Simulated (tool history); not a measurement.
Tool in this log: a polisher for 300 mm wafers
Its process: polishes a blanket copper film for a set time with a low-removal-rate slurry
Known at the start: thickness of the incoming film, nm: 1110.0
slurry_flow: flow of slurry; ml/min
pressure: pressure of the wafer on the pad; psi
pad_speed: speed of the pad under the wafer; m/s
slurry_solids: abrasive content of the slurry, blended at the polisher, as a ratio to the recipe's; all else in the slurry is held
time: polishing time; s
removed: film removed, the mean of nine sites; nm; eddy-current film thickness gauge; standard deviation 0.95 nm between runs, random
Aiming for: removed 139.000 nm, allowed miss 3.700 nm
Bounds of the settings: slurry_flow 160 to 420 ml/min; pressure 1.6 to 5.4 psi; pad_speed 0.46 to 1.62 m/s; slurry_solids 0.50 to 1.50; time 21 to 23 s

run  hour  slurry_flow  pressure  pad_speed  slurry_solids  time  removed
  1   0.0          270       3.5       1.04           1.00    23   88.693
  2   1.8          270       4.4       1.04           1.00    23  106.630
  3   7.4          270       4.4       0.84           1.00    23   91.103
  4   8.1          275       4.6       0.90           1.00    23   98.988
  5  12.2          275       4.6       0.90           1.00    23   99.760
     19.6  -- slurry blender recalibrated
  6  19.6          275       4.6       0.90           1.00    21   92.602
  7  22.1          290       5.4       1.10           1.00    21  126.970
  8  25.9          290       5.4       1.12           1.00    21  129.770
  9  33.9          290       5.4       1.14           1.00    21  131.420

Exactly one of the 4 candidate moves below puts every result within its allowed miss. Which one?
  A  41.9          300       5.2       1.16           0.80    23        ?
  B  41.9          270       5.4       0.98           1.15    23        ?
  C  41.9          275       5.3       1.12           0.85    22        ?
  D  41.9          280       5.4       1.20           1.00    23        ?

move  removed
   A  137.860
   B  128.250
   C  130.150
   D  149.800
A: all results in spec
B: moves away from the targets compared with the last run
C: moves away from the targets compared with the last run
D: carries the result that was furthest off beyond its target, to the other side
Move A is the one to make.

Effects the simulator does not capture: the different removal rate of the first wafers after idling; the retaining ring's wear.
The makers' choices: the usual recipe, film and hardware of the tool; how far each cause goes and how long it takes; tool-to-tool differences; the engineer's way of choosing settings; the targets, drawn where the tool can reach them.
